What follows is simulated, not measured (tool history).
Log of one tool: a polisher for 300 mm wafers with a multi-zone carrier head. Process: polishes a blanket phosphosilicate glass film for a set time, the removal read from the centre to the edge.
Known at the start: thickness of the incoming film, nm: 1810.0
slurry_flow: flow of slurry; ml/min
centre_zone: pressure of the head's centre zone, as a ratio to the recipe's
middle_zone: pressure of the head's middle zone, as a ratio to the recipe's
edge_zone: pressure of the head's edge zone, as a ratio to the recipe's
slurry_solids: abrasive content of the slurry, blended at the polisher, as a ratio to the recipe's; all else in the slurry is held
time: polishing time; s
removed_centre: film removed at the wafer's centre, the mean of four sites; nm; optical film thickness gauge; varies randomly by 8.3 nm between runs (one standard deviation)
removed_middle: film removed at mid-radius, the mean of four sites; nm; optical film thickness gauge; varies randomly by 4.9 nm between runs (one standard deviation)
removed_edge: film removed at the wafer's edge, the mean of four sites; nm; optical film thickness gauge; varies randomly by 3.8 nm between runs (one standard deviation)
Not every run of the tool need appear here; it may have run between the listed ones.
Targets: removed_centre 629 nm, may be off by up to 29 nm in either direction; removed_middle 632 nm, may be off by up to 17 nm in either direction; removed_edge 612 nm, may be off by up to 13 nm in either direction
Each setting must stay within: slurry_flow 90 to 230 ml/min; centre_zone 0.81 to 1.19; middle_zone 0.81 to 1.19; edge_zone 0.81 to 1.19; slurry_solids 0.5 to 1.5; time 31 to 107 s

run,hour,slurry_flow,centre_zone,middle_zone,edge_zone,slurry_solids,time,removed_centre,removed_middle,removed_edge
1,0,150,1,1,1,1,69,486.8,515.43,497.72
2,5.8,160,1.02,1.01,1.03,1.05,69,531.81,531.34,517.98
3,13,160,0.94,1.01,1.03,1.05,69,481.12,530.95,515.62
4,19.9,165,0.95,1.02,1.05,1.1,69,519.46,550.23,538.25
5,26.1,170,0.95,1.04,1.07,1.1,69,508.73,566.96,536.61
6,30,200,0.95,1.04,1.07,1.1,69,511.09,570.35,549.15
7,34.7,200,0.97,1.05,1.09,1.15,69,537.06,591.09,562.6
8,35.7,200,0.99,1.05,1.1,1.2,69,561.93,604.49,579.83
9,40.6,200,1.01,1.05,1.11,1.2,69,566.93,602.79,579.05
10,45.6,200,1.02,1.05,1.12,1.2,69,585.61,602.1,579.66
11,54.2,200,1.02,1.05,1.13,1.2,69,583.56,598.53,577.29
12,57.6,205,1.03,1.05,1.14,1.25,69,598.3,609.59,595.12
13,64.7,205,1.04,1.05,1.14,1.25,69,608.88,605.71,594.05

4 candidate next runs follow, results not yet known. Just one meets every target within its allowed miss. Identify it.
A,71.8,220,1.01,1.01,1.05,1.4,70,?,?,?
B,71.8,200,1.04,0.94,1.18,1.3,69,?,?,?
C,71.8,195,1.04,0.96,1.19,1.45,66,?,?,?
D,71.8,190,0.95,1.01,1.15,1.35,70,?,?,?

move,removed_centre,removed_middle,removed_edge
A,628.31,636.23,617
B,611.76,567.09,615.45
C,607.64,573.42,614.01
D,570.87,616.3,623.07
A: in spec on every target
B: further off than the last run
C: further off than the last run
D: the furthest-off result lands on target, but another misses its tolerance
The move that meets every target is A.
